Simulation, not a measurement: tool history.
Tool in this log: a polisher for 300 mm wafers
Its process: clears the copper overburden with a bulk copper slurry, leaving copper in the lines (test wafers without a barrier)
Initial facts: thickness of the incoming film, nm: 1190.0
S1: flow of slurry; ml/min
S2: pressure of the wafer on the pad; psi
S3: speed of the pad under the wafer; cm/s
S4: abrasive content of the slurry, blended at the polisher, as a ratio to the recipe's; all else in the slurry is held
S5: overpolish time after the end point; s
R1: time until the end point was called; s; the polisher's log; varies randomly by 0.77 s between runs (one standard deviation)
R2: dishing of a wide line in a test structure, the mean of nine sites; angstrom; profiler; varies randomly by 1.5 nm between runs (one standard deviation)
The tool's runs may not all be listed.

run 1 hour=0 | S1=130 S2=3.2 S3=138 S4=1 S5=12 | R1=72.314 R2=1043.8
run 2 hour=2.9 | S1=125 S2=3.1 S3=138 S4=1 S5=14 | R1=74.472 R2=1067.2
run 3 hour=9.2 | S1=120 S2=3 S3=136 S4=1 S5=16 | R1=79.14 R2=1139.9
run 4 hour=11.8 | S1=115 S2=3 S3=136 S4=1 S5=17 | R1=78.826 R2=1182.4
run 5 hour=17.5 | S1=115 S2=3 S3=136 S4=0.95 S5=17 | R1=80.589 R2=1170.5
run 6 hour=18.3 | S1=110 S2=3 S3=136 S4=0.95 S5=18 | R1=80.818 R2=1198.5
run 7 hour=20.8 | S1=110 S2=3 S3=136 S4=0.95 S5=19 | R1=80.158 R2=1233.6

Expected results for the next run?
run 8 hour=28.1 | S1=105 S2=3 S3=136 S4=0.95 S5=20 | R1=? R2=?

{"run 8": {"R1": 81.307, "R2": 1249.8}}

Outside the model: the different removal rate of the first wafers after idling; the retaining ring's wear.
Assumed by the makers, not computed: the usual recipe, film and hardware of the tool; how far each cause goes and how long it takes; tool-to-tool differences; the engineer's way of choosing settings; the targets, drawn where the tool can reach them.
